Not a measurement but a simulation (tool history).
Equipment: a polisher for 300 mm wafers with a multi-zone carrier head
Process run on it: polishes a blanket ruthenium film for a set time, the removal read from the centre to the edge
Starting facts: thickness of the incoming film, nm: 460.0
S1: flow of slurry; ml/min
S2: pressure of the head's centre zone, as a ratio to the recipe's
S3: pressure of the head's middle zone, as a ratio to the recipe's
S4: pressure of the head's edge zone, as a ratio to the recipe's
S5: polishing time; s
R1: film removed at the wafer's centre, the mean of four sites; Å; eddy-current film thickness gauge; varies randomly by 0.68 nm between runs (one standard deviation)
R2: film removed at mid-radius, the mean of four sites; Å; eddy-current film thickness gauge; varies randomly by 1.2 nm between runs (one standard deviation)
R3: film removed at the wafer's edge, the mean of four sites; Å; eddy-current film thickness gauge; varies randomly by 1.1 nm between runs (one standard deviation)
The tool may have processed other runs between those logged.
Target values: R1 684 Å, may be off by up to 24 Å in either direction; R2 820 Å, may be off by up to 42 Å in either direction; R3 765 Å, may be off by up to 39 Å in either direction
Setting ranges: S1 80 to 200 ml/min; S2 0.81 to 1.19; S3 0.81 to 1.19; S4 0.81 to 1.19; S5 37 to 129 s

Run 1, hour 0: S1 130 ml/min, S2 1, S3 1, S4 1, S5 83 s. Result: R1 1067.3 Å, R2 1056.3 Å, R3 1031.3 Å.
Run 2, hour 4.8: S1 130 ml/min, S2 1, S3 1.05, S4 1, S5 83 s. Result: R1 1065.5 Å, R2 1129.8 Å, R3 1032 Å.
Run 3, hour 7.5: S1 125 ml/min, S2 0.97, S3 1.04, S4 0.99, S5 80 s. Result: R1 974.82 Å, R2 1041.4 Å, R3 977.54 Å.
Run 4, hour 14.7: S1 120 ml/min, S2 0.95, S3 1.04, S4 0.97, S5 78 s. Result: R1 928.03 Å, R2 1039.4 Å, R3 935.47 Å.
Run 5, hour 21.5: S1 115 ml/min, S2 0.93, S3 1.03, S4 0.96, S5 76 s. Result: R1 870.73 Å, R2 964.34 Å, R3 889.93 Å.
Run 6, hour 28.3: S1 115 ml/min, S2 0.93, S3 1, S4 0.96, S5 76 s. Result: R1 878.28 Å, R2 933.66 Å, R3 899.13 Å.
Run 7, hour 32.6: S1 110 ml/min, S2 0.91, S3 1, S4 0.95, S5 75 s. Result: R1 838.34 Å, R2 920.4 Å, R3 884.39 Å.
Run 8, hour 39.5: S1 105 ml/min, S2 0.9, S3 1, S4 0.94, S5 74 s. Result: R1 799.94 Å, R2 916.01 Å, R3 848.37 Å.
Run 9, hour 40.2: S1 105 ml/min, S2 0.89, S3 0.99, S4 0.93, S5 73 s. Result: R1 778.97 Å, R2 854.9 Å, R3 827.87 Å.
Run 10, hour 48.4: S1 100 ml/min, S2 0.88, S3 0.99, S4 0.92, S5 73 s. Result: R1 755.81 Å, R2 847.09 Å, R3 840.47 Å.
Run 11, hour 50.9: S1 105 ml/min, S2 0.86, S3 1.05, S4 0.89, S5 64 s. Result: R1 659.5 Å, R2 820.89 Å, R3 711.04 Å.

Of the 5 settings listed for the next run, only one would bring every result within its allowed miss of target. Which one?
Run A, hour 53.4: S1 135 ml/min, S2 0.81, S3 1.03, S4 0.99, S5 59 s. Result: R1 ?, R2 ?, R3 ?.
Run B, hour 53.4: S1 95 ml/min, S2 0.83, S3 1.17, S4 0.83, S5 66 s. Result: R1 ?, R2 ?, R3 ?.
Run C, hour 53.4: S1 120 ml/min, S2 0.82, S3 0.98, S4 0.88, S5 67 s. Result: R1 ?, R2 ?, R3 ?.
Run D, hour 53.4: S1 120 ml/min, S2 0.89, S3 1.1, S4 0.81, S5 61 s. Result: R1 ?, R2 ?, R3 ?.
Run E, hour 53.4: S1 115 ml/min, S2 0.85, S3 1.09, S4 0.83, S5 60 s. Result: R1 ?, R2 ?, R3 ?.

move      R1      R2      R3
   A   620.1  779.47  739.25
   B  634.83  880.65  710.89
   C  689.61  824.66  779.14
   D  682.53  827.95  682.58
   E  632.52     799  673.34
A: brings the last run's worst result on target, with another outside its allowed miss
B: its largest miss is bigger than the last run's
C: each result inside its tolerance
D: its largest miss is bigger than the last run's
E: its largest miss is bigger than the last run's
C is the move that brings every result within its allowed miss.

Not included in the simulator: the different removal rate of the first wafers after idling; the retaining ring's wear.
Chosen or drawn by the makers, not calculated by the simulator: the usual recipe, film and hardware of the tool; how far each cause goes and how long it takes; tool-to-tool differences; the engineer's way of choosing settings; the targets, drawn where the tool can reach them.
